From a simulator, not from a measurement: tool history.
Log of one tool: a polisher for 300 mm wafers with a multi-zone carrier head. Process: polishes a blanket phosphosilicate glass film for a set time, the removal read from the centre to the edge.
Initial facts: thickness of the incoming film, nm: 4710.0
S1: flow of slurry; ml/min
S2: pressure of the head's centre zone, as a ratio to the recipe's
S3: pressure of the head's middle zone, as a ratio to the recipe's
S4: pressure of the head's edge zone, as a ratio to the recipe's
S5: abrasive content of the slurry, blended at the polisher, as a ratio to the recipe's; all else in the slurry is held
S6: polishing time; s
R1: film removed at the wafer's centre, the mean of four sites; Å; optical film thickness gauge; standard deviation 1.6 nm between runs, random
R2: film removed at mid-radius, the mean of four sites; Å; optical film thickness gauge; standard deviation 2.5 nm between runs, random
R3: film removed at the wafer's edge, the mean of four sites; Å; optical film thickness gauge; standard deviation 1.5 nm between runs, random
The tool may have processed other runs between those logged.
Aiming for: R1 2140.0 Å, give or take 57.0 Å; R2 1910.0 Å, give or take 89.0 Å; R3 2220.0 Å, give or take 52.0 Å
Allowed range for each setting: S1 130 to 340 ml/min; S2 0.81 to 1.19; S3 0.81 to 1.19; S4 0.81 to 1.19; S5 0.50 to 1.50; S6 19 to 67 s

run	hour	S1	S2	S3	S4	S5	S6	R1	R2	R3
1	0.0	220	1.00	1.00	1.00	1.00	43	4147.5	4147.5	4148.4
2	8.0	220	1.00	1.00	1.00	1.00	52	5100.3	5241.9	5043.0
3	15.6	215	0.99	0.98	0.98	0.95	49	4676.7	4700.5	4620.7
4	23.0	215	1.07	0.98	0.98	0.95	49	5011.2	4647.4	4697.2
5	25.5	215	1.07	0.98	1.02	0.95	49	4933.5	4656.0	4693.7
6	31.1	215	1.07	0.98	1.02	1.05	49	5163.5	4949.8	4990.1
7	39.7	210	1.04	0.96	1.01	0.95	46	4567.4	4320.9	4366.5
8	44.5	225	1.02	0.94	1.04	0.90	43	4084.0	3886.5	4156.5
9	50.5	225	1.00	0.93	1.02	0.85	40	3691.5	3459.8	3681.2
10	52.9	225	0.98	0.91	1.02	0.80	38	3284.8	3189.2	3400.7
11	61.8	230	0.98	0.90	1.02	0.75	36	3055.7	2920.7	3169.3
12	63.6	230	0.98	0.89	1.02	0.70	35	2857.9	2665.7	2943.8
13	65.5	225	0.97	0.88	1.01	0.65	34	2653.3	2526.8	2741.7
14	71.7	180	1.00	0.81	1.06	0.50	27	1819.2	1534.2	1883.1
15	80.6	195	1.00	0.81	1.06	0.50	27	1852.5	1558.8	1891.9
16	86.4	210	0.99	0.81	1.06	0.50	27	1859.1	1595.5	1910.1
17	94.9	220	0.99	0.82	1.07	0.50	27	1879.9	1626.1	1961.6
18	96.1	220	0.99	0.82	1.07	0.50	27	1856.1	1594.7	1938.5
19	99.4	230	0.99	0.83	1.07	0.50	27	1871.3	1642.9	1920.3
20	101.1	225	0.98	0.83	1.05	0.50	27	1850.0	1654.5	1929.7
21	104.5	245	1.00	0.86	1.12	0.75	27	2340.2	2108.5	2518.2
22	112.2	235	1.00	0.86	1.11	0.75	27	2329.1	2070.5	2478.3
23	119.1	225	1.00	0.87	1.11	0.75	27	2326.9	2048.5	2447.7
24	126.2	215	1.00	0.88	1.11	0.75	27	2309.3	2135.8	2457.2
25	129.1	205	1.00	0.88	1.11	0.75	27	2274.9	2081.8	2410.3
26	133.9	145	1.00	0.86	1.05	0.75	27	2165.4	1944.6	2273.9

4 next moves are on the table. One of them brings every result within its allowed miss. Which?
A	138.7	145	0.91	0.91	1.04	0.75	29	?	?	?
B	138.7	155	0.98	0.90	1.18	0.80	26	?	?	?
C	138.7	150	1.02	0.87	1.07	0.65	28	?	?	?
D	138.7	140	1.03	0.93	0.95	0.65	30	?	?	?

move	R1	R2	R3
A	2106.0	2208.6	2456.1
B	2125.3	2045.4	2441.8
C	2136.4	1922.0	2248.9
D	2282.0	2151.3	2253.5
A: lands further from the targets than the last run did
B: lands further from the targets than the last run did
C: hits every target within its allowed miss
D: gets the furthest-off result to its target, but another result is out of tolerance
Answer: C
